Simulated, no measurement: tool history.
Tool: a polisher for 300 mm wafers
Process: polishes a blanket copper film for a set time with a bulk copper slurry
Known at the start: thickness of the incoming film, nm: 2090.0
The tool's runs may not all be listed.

run,day,flow of slurry (ml/min),pressure of the wafer on the pad (kPa),speed of the pad under the wafer (m/s),abrasive content of the slurry,polishing time (s),film removed (Å)
1,0,130,17.9,1.34,1,93,12163
2,0.233,140,20,1.34,1,93,13748
3,0.296,150,21.4,1.34,1,93,14732
4,0.388,150,20,1.34,1,93,13957
5,0.492,160,21.4,1.34,1,93,14848
6,0.7,190,21.4,1.34,1,93,15353
7,1.021,190,22.8,1.34,1,93,16347
8,1.292,190,23.4,1.34,1,93,17002

For run 9, what comes out?
9,1.338,190,24.1,1.34,1,93,?

film removed (Å): 17420
